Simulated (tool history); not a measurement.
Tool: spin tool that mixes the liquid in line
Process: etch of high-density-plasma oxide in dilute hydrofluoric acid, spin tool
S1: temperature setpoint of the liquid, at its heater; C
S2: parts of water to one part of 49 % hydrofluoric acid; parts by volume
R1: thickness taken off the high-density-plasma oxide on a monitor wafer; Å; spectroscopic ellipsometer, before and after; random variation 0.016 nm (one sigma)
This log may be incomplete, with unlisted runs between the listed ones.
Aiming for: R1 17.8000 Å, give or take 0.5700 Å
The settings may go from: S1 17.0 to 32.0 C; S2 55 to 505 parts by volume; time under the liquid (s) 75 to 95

Run 1, day 0.000: S1 24.0 C, S2 280 parts by volume, time under the liquid (s) 95. Result: R1 12.7500 Å.
Run 2, day 0.038: S1 24.0 C, S2 280 parts by volume, time under the liquid (s) 75. Result: R1 9.9112 Å.
Run 3, day 0.058: S1 26.0 C, S2 260 parts by volume, time under the liquid (s) 75. Result: R1 11.7840 Å.
Run 4, day 0.408: S1 26.0 C, S2 260 parts by volume, time under the liquid (s) 75. Result: R1 11.7970 Å.
Run 5, day 0.525: S1 26.0 C, S2 335 parts by volume, time under the liquid (s) 75. Result: R1 8.4890 Å.
At day 0.654: hydrofluoric acid flow meter replaced.
Run 6, day 0.654: S1 26.0 C, S2 335 parts by volume, time under the liquid (s) 75. Result: R1 9.1728 Å.
Run 7, day 0.788: S1 27.5 C, S2 290 parts by volume, time under the liquid (s) 75. Result: R1 11.6950 Å.
Run 8, day 0.929: S1 29.0 C, S2 275 parts by volume, time under the liquid (s) 75. Result: R1 13.1210 Å.
Run 9, day 1.062: S1 29.0 C, S2 275 parts by volume, time under the liquid (s) 75. Result: R1 12.9530 Å.
Run 10, day 1.342: S1 30.0 C, S2 260 parts by volume, time under the liquid (s) 75. Result: R1 14.6580 Å.
Run 11, day 1.408: S1 30.5 C, S2 250 parts by volume, time under the liquid (s) 75. Result: R1 15.5400 Å.
Run 12, day 1.779: S1 30.5 C, S2 250 parts by volume, time under the liquid (s) 75. Result: R1 15.9470 Å.
Run 13, day 1.850: S1 31.0 C, S2 245 parts by volume, time under the liquid (s) 75. Result: R1 16.1030 Å.
Run 14, day 2.108: S1 31.5 C, S2 240 parts by volume, time under the liquid (s) 75. Result: R1 16.8840 Å.

Exactly one of the 5 candidate moves below puts every result within its allowed miss. Which one?
Run A, day 2.367: S1 32.0 C, S2 235 parts by volume, time under the liquid (s) 75. Result: R1 ?.
Run B, day 2.367: S1 30.0 C, S2 250 parts by volume, time under the liquid (s) 75. Result: R1 ?.
Run C, day 2.367: S1 31.0 C, S2 255 parts by volume, time under the liquid (s) 75. Result: R1 ?.
Run D, day 2.367: S1 31.5 C, S2 265 parts by volume, time under the liquid (s) 80. Result: R1 ?.
Run E, day 2.367: S1 31.0 C, S2 285 parts by volume, time under the liquid (s) 90. Result: R1 ?.

move       R1
   A  18.1410
   B  15.6780
   C  15.7950
   D  16.2860
   E  16.3800
A: each result inside its tolerance
B: further off than the last run
C: further off than the last run
D: further off than the last run
E: further off than the last run
Move A is the one to make.
